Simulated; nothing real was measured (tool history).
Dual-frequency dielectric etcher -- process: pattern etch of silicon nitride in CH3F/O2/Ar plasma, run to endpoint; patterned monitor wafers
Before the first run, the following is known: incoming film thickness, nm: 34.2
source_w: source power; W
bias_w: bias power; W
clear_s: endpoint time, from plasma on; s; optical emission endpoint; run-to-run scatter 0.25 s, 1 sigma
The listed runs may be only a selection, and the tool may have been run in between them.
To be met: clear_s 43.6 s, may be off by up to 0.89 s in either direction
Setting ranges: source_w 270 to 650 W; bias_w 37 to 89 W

run  hour  source_w  bias_w  clear_s
  1     0       460      63   48.303
  2   1.5       380      63   51.599
  3     9       450      63   48.382
  4   9.7       450      56   50.007
  5  13.4       500      56    48.39
  6  20.3       520      57   47.546
  7  27.7       540      58   46.598
  8  35.2       550      58   46.133
  9  38.7       560      58   46.156
 10  43.3       570      58   45.407
 11  49.4       580      58   45.299
 12  53.9       590      58   44.843

5 next moves are on the table. One of them brings every result within its allowed miss. Which?
  A  58.4       590      55        ?
  B  58.4       590      53        ?
  C  58.4       640      59        ?
  D  58.4       610      49        ?
  E  58.4       570      59        ?

move  clear_s
   A   45.617
   B   46.026
   C   43.457
   D   46.283
   E   45.427
A: moves away from the targets compared with the last run
B: moves away from the targets compared with the last run
C: every result lands within tolerance
D: moves away from the targets compared with the last run
E: moves away from the targets compared with the last run
C is the move that brings every result within its allowed miss.

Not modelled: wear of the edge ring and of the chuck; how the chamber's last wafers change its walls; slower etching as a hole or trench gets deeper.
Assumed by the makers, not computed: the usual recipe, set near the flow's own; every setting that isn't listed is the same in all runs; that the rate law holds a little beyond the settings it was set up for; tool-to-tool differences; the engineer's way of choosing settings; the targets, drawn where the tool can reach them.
